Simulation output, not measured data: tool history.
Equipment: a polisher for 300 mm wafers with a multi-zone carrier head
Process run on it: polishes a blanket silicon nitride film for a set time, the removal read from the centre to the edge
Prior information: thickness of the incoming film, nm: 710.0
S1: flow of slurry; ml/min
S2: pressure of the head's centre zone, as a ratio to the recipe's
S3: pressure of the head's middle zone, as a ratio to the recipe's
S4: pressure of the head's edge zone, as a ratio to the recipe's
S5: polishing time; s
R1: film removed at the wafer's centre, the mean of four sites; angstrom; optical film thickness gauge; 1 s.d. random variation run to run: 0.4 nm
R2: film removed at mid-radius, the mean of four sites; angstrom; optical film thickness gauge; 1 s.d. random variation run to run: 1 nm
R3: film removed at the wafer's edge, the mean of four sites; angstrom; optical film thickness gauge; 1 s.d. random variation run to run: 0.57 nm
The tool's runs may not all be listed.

run    day   S1    S2    S3    S4  S5      R1      R2      R3
  1  0.000  200  1.00  1.00  1.00  39  812.96  820.92  817.49
  2  0.079  195  0.99  1.00  0.98  39  794.77  802.15  799.34
  3  0.171  195  0.99  1.00  0.90  39  793.22  800.18  755.80
  4  0.404  190  0.98  1.00  0.89  39  785.86  801.61  764.92
  5  0.533  190  0.98  1.00  0.89  32  643.86  650.93  631.72
  6  0.575  190  0.91  1.00  0.89  32  612.31  664.74  618.29
  7  0.646  195  0.91  1.00  0.90  32  614.83  668.21  626.32

What will run 8 give?
  8  0.871  200  0.91  1.00  0.91  32   ?   ?   ?

Run 8 measured R1 620.43 angstrom, R2 656.90 angstrom, R3 634.64 angstrom.

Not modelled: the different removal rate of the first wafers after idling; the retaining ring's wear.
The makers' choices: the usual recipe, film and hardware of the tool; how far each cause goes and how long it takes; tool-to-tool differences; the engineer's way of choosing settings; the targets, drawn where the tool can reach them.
